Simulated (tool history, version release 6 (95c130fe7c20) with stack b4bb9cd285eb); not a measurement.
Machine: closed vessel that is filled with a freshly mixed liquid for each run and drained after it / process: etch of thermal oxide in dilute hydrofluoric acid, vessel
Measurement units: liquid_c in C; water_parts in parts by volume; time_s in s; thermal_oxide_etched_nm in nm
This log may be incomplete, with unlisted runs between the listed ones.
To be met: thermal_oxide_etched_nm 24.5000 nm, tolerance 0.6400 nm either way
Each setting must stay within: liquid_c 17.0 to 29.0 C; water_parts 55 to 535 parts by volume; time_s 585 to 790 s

{"run": 1, "day": 0.0, "liquid_c": 21.0, "water_parts": 295, "time_s": 790, "thermal_oxide_etched_nm": 8.7222}
{"run": 2, "day": 0.192, "liquid_c": 22.0, "water_parts": 275, "time_s": 790, "thermal_oxide_etched_nm": 9.8615}
{"run": 3, "day": 0.538, "liquid_c": 22.0, "water_parts": 275, "time_s": 585, "thermal_oxide_etched_nm": 7.2918}
{"run": 4, "day": 0.833, "liquid_c": 22.0, "water_parts": 320, "time_s": 585, "thermal_oxide_etched_nm": 6.0254}
{"run": 5, "day": 0.979, "liquid_c": 22.0, "water_parts": 290, "time_s": 585, "thermal_oxide_etched_nm": 6.9072}
{"run": 6, "day": 1.192, "liquid_c": 19.0, "water_parts": 290, "time_s": 585, "thermal_oxide_etched_nm": 6.2653}
{"run": 7, "day": 1.496, "liquid_c": 20.0, "water_parts": 265, "time_s": 585, "thermal_oxide_etched_nm": 7.0888}
{"run": 8, "day": 1.75, "liquid_c": 21.0, "water_parts": 240, "time_s": 590, "thermal_oxide_etched_nm": 8.3954}
{"run": 9, "day": 2.004, "liquid_c": 22.0, "water_parts": 220, "time_s": 590, "thermal_oxide_etched_nm": 9.7539}
{"run": 10, "day": 2.258, "liquid_c": 23.0, "water_parts": 205, "time_s": 590, "thermal_oxide_etched_nm": 11.047}
{"run": 11, "day": 2.329, "liquid_c": 23.5, "water_parts": 190, "time_s": 590, "thermal_oxide_etched_nm": 12.408}
{"run": 12, "day": 2.683, "liquid_c": 24.0, "water_parts": 180, "time_s": 590, "thermal_oxide_etched_nm": 13.407}
{"run": 13, "day": 2.975, "liquid_c": 24.5, "water_parts": 170, "time_s": 590, "thermal_oxide_etched_nm": 14.676}
{"run": 14, "day": 3.25, "liquid_c": 25.0, "water_parts": 165, "time_s": 590, "thermal_oxide_etched_nm": 15.471}
{"run": 15, "day": 3.475, "liquid_c": 25.5, "water_parts": 160, "time_s": 590, "thermal_oxide_etched_nm": 16.34}
{"run": 16, "day": 3.512, "liquid_c": 26.0, "water_parts": 155, "time_s": 590, "thermal_oxide_etched_nm": 17.397}

Pick the move, out of 5, that brings all results within their allowed miss; only one does.
{"run": "A", "day": 3.55, "liquid_c": 27.5, "water_parts": 250, "time_s": 585, "thermal_oxide_etched_nm": "?"}
{"run": "B", "day": 3.55, "liquid_c": 24.0, "water_parts": 210, "time_s": 750, "thermal_oxide_etched_nm": "?"}
{"run": "C", "day": 3.55, "liquid_c": 25.0, "water_parts": 190, "time_s": 585, "thermal_oxide_etched_nm": "?"}
{"run": "D", "day": 3.55, "liquid_c": 26.0, "water_parts": 135, "time_s": 790, "thermal_oxide_etched_nm": "?"}
{"run": "E", "day": 3.55, "liquid_c": 25.5, "water_parts": 145, "time_s": 790, "thermal_oxide_etched_nm": "?"}

move=A thermal_oxide_etched_nm=10.1850
move=B thermal_oxide_etched_nm=14.3350
move=C thermal_oxide_etched_nm=13.1030
move=D thermal_oxide_etched_nm=27.5610
move=E thermal_oxide_etched_nm=24.8780
A: further off than the last run
B: further off than the last run
C: further off than the last run
D: carries the result that was furthest off beyond its target, to the other side
E: all results land within tolerance of their targets
The move that meets every target is E.
